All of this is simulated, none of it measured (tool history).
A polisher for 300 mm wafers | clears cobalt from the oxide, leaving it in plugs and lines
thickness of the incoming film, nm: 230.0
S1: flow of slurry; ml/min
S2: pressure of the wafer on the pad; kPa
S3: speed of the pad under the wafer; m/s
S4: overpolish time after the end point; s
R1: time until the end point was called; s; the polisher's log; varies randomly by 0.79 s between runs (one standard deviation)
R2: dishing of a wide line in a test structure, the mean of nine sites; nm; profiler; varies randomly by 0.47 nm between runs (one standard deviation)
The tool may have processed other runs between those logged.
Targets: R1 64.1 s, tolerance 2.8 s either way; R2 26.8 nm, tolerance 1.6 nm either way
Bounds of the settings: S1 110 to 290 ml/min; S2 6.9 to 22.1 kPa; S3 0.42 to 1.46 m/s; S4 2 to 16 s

run,hour,S1,S2,S3,S4,R1,R2
1,0,185,14.5,0.94,8,40.802,27.021
2,5.4,185,17.9,0.94,8,33.406,30.98
3,13.1,185,17.9,1.12,8,27.716,33.607
4,20.3,185,17.9,0.9,8,33.78,29.86
5,27.3,165,17.9,0.9,8,35.036,28.846
6,30.7,165,17.9,0.74,8,42.633,26.796
7,31.9,160,15.9,0.72,9,49.466,26.362
8,37.8,155,14.5,0.72,10,53.778,27.112
# hour 44: slurry nozzle cleaned
9,44,155,11.7,0.7,11,65.668,24.256

5 candidate next runs follow, results not yet known. Just one meets every target within its allowed miss. Identify it.
A,50.2,130,10.3,0.86,9,?,?
B,50.2,150,11,0.72,9,?,?
C,50.2,200,11,0.76,9,?,?
D,50.2,195,11.7,0.7,12,?,?
E,50.2,145,11.7,0.7,10,?,?

move,R1,R2
A,61.422,22.426
B,66.727,21.122
C,60.649,22.641
D,62.123,27.122
E,65.055,23.222
A: misses by more than the last run did
B: misses by more than the last run did
C: misses by more than the last run did
D: all results land within tolerance of their targets
E: misses by more than the last run did
Move D is the one to make.
